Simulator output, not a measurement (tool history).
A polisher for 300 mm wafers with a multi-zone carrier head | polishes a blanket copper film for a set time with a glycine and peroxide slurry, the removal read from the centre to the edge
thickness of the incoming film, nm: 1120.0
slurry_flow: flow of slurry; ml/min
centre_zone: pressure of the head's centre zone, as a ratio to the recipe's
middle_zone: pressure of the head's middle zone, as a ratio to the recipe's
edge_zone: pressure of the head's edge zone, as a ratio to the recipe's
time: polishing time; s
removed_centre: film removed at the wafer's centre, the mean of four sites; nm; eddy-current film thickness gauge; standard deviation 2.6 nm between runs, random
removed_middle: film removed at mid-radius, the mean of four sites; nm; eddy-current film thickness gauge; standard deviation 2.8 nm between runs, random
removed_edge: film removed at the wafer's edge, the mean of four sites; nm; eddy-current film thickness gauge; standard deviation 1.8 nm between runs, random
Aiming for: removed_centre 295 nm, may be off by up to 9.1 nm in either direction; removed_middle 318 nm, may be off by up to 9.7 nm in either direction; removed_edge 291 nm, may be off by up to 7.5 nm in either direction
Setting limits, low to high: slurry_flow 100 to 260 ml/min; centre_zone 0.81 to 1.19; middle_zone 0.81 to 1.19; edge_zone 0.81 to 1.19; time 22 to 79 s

| run | hour | slurry_flow | centre_zone | middle_zone | edge_zone | time | removed_centre | removed_middle | removed_edge |
|---|---|---|---|---|---|---|---|---|---|
| 1 | 0 | 165 | 1 | 1 | 1 | 50 | 197.38 | 199.29 | 193.57 |
| 2 | 7.8 | 170 | 1.01 | 1.02 | 1.02 | 52 | 210.19 | 208.28 | 202.97 |
| 3 | 11.4 | 170 | 1.01 | 0.96 | 1.02 | 52 | 207.75 | 201.22 | 205.93 |
| 4 | 14.5 | 170 | 1.01 | 0.88 | 1.02 | 52 | 212.69 | 187.61 | 203.38 |
| 5 | 22.9 | 180 | 1.02 | 0.92 | 1.03 | 54 | 219.55 | 202.69 | 212.53 |
| 6 | 26.8 | 180 | 1.08 | 0.92 | 1.03 | 54 | 233.41 | 201.86 | 213.57 |
| 7 | 32.3 | 180 | 1.08 | 0.92 | 1.03 | 54 | 233.39 | 202.44 | 214.74 |
| 8 | 33.3 | 230 | 1.05 | 1.02 | 1.13 | 67 | 285.87 | 287.44 | 281.7 |
| 9 | 39.2 | 230 | 1.05 | 1.03 | 1.13 | 67 | 286.85 | 285.45 | 283.64 |
| 10 | 45.4 | 230 | 1.05 | 1.04 | 1.13 | 67 | 288.29 | 286.83 | 282.25 |
| 11 | 53.2 | 230 | 1.05 | 1.05 | 1.13 | 67 | 293.65 | 289.88 | 282.89 |
| 12 | 59.4 | 230 | 1.04 | 1.06 | 1.13 | 67 | 288.59 | 293.1 | 280.39 |
| 13 | 63 | 230 | 1.04 | 1.07 | 1.13 | 67 | 287.26 | 292.9 | 280.64 |
| 14 | 64.1 | 230 | 1.04 | 1.08 | 1.13 | 67 | 289.78 | 295.68 | 280.84 |
|  | 71.8 | centre zone pressure recalibrated |
| 15 | 71.8 | 230 | 1.04 | 1.09 | 1.13 | 67 | 271.74 | 302.62 | 285.62 |
| 16 | 80.1 | 235 | 1.05 | 1.09 | 1.12 | 67 | 277.5 | 297.47 | 280.56 |
| 17 | 86.1 | 230 | 1.06 | 1.1 | 1.12 | 67 | 277.44 | 303.12 | 283.36 |
| 18 | 91.8 | 235 | 1.06 | 1.1 | 1.11 | 67 | 285.92 | 304.86 | 278.47 |

Which of these 5 next moves meets every target?
| A | 97.5 | 225 | 1.12 | 0.98 | 1.11 | 67 | ? | ? | ? |
| B | 97.5 | 260 | 1.05 | 1.02 | 1.08 | 70 | ? | ? | ? |
| C | 97.5 | 230 | 1.12 | 0.95 | 1.19 | 70 | ? | ? | ? |
| D | 97.5 | 240 | 1.02 | 0.97 | 1.15 | 67 | ? | ? | ? |
| E | 97.5 | 260 | 1.01 | 1.04 | 0.98 | 73 | ? | ? | ? |

| move | removed_centre | removed_middle | removed_edge |
|---|---|---|---|
| A | 293.34 | 269.94 | 280.29 |
| B | 291.78 | 295.94 | 291.81 |
| C | 307.16 | 275.33 | 303.82 |
| D | 268.85 | 269.45 | 286.64 |
| E | 292.65 | 313.86 | 290.55 |
A: lands further from the targets than the last run did
B: puts the biggest miss on target and leaves a different result outside tolerance
C: pushes the last run's worst result past its target
D: puts the biggest miss on target and leaves a different result outside tolerance
E: all results in spec
The right move is E.
